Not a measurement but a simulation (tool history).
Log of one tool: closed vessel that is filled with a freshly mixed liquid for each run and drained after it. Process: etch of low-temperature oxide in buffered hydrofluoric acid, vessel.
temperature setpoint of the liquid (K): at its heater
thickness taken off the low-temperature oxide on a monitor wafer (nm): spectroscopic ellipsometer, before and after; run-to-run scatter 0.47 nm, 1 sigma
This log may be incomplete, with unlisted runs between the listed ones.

run,hour,temperature setpoint of the liquid (K),parts of 40 % ammonium fluoride to one part of 49 % hydrofluoric acid (parts by volume),time in the liquid (s),thickness taken off the low-temperature oxide on a monitor wafer (nm)
1,0,294.15,15,30,107.77
2,1.1,291.65,15,30,94.157
3,5.2,291.65,11.5,30,123.34
4,10.1,291.65,8,30,171.28
5,12.5,291.65,9,30,152.65
6,16,291.65,10,30,134.09
7,20.2,291.65,11,30,128.55
8,24.9,291.65,11.5,30,122.49
9,29.3,291.65,12,30,118.04

Predict the results of run 10:
# hour 32.5: hydrofluoric acid flow meter replaced
10,32.5,290.15,17,30,?

Logged for run 10: thickness taken off the low-temperature oxide on a monitor wafer (nm) 69.841.
